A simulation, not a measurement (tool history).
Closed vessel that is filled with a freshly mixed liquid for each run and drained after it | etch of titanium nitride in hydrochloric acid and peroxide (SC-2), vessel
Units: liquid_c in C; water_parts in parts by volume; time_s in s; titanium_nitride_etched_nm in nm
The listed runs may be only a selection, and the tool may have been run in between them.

run 1 hour=0 | liquid_c=54 water_parts=10.5 time_s=255 | titanium_nitride_etched_nm=7.5422
run 2 hour=7.3 | liquid_c=54 water_parts=10.5 time_s=255 | titanium_nitride_etched_nm=7.6177
run 3 hour=9.1 | liquid_c=54 water_parts=10.5 time_s=185 | titanium_nitride_etched_nm=5.5319
run 4 hour=16.4 | liquid_c=58 water_parts=10.5 time_s=185 | titanium_nitride_etched_nm=7.1395
run 5 hour=23.9 | liquid_c=55 water_parts=10.5 time_s=185 | titanium_nitride_etched_nm=5.8605
run 6 hour=32.5 | liquid_c=55 water_parts=10.5 time_s=255 | titanium_nitride_etched_nm=8.0375
run 7 hour=35.6 | liquid_c=55 water_parts=10.5 time_s=255 | titanium_nitride_etched_nm=8.1394
run 8 hour=42.6 | liquid_c=58 water_parts=10.5 time_s=255 | titanium_nitride_etched_nm=9.8697
run 9 hour=51 | liquid_c=59.5 water_parts=10.5 time_s=255 | titanium_nitride_etched_nm=10.774
run 10 hour=53.2 | liquid_c=61 water_parts=10.5 time_s=255 | titanium_nitride_etched_nm=11.777
run 11 hour=56.8 | liquid_c=62 water_parts=10.5 time_s=255 | titanium_nitride_etched_nm=12.517
run 12 hour=58.6 | liquid_c=62 water_parts=10.5 time_s=255 | titanium_nitride_etched_nm=12.526
run 13 hour=62.2 | liquid_c=63 water_parts=10.5 time_s=255 | titanium_nitride_etched_nm=13.443
run 14 hour=71.7 | liquid_c=63.5 water_parts=10.5 time_s=255 | titanium_nitride_etched_nm=13.879
run 15 hour=78.9 | liquid_c=64 water_parts=10.5 time_s=255 | titanium_nitride_etched_nm=14.194
run 16 hour=86.9 | liquid_c=64 water_parts=10.5 time_s=255 | titanium_nitride_etched_nm=14.306
run 17 hour=89.4 | liquid_c=64.5 water_parts=10.5 time_s=255 | titanium_nitride_etched_nm=14.791

Predict the results of run 18:
run 18 hour=94.8 | liquid_c=64.5 water_parts=10.5 time_s=255 | titanium_nitride_etched_nm=?

{"run 18": {"titanium_nitride_etched_nm": 14.752}}

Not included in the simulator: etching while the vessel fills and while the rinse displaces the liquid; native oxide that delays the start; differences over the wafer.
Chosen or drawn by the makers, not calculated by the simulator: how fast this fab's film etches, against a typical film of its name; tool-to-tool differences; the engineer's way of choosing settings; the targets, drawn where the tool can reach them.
